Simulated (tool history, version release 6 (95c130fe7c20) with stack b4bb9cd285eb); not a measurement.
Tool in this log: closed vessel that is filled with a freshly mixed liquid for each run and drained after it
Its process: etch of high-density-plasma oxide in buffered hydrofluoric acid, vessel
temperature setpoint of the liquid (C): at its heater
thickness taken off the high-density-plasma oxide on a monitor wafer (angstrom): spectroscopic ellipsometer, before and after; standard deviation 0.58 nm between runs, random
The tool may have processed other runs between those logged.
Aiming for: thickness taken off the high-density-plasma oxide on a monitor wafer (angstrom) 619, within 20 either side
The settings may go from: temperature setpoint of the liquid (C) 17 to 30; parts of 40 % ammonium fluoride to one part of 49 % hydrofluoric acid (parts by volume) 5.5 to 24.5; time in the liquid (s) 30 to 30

| run | hour | temperature setpoint of the liquid (C) | parts of 40 % ammonium fluoride to one part of 49 % hydrofluoric acid (parts by volume) | time in the liquid (s) | thickness taken off the high-density-plasma oxide on a monitor wafer (angstrom) |
|---|---|---|---|---|---|
| 1 | 0 | 22 | 15 | 30 | 342.01 |
| 2 | 4.7 | 22 | 18.5 | 30 | 279.43 |
| 3 | 6.6 | 25 | 18.5 | 30 | 325.61 |
| 4 | 14.7 | 26.5 | 18.5 | 30 | 353.76 |
|  | 16.2 | hydrofluoric acid flow meter replaced |
| 5 | 16.2 | 26.5 | 18.5 | 30 | 372.06 |
| 6 | 22.3 | 27 | 17.5 | 30 | 402.39 |
| 7 | 28.2 | 27.5 | 17 | 30 | 430.41 |
| 8 | 29.9 | 28 | 16.5 | 30 | 463.77 |
| 9 | 32.7 | 28.5 | 16 | 30 | 480.52 |
| 10 | 41.3 | 29 | 15.5 | 30 | 502.45 |
| 11 | 45.6 | 29 | 15 | 30 | 517.13 |
| 12 | 48.2 | 29 | 14.5 | 30 | 544.47 |

Which single option among these 4 for the next run brings every result within its allowed miss of target? Just one does.
| A | 50.8 | 28 | 13 | 30 | ? |
| B | 50.8 | 30 | 13.5 | 30 | ? |
| C | 50.8 | 30 | 15 | 30 | ? |
| D | 50.8 | 27 | 12.5 | 30 | ? |

| move | thickness taken off the high-density-plasma oxide on a monitor wafer (angstrom) |
|---|---|
| A | 571.91 |
| B | 612.64 |
| C | 552.58 |
| D | 563.39 |
A: nearer the targets than the last run, but a result is still out of spec
B: each result inside its tolerance
C: nearer the targets than the last run, but a result is still out of spec
D: nearer the targets than the last run, but a result is still out of spec
Go with B: it meets all targets.
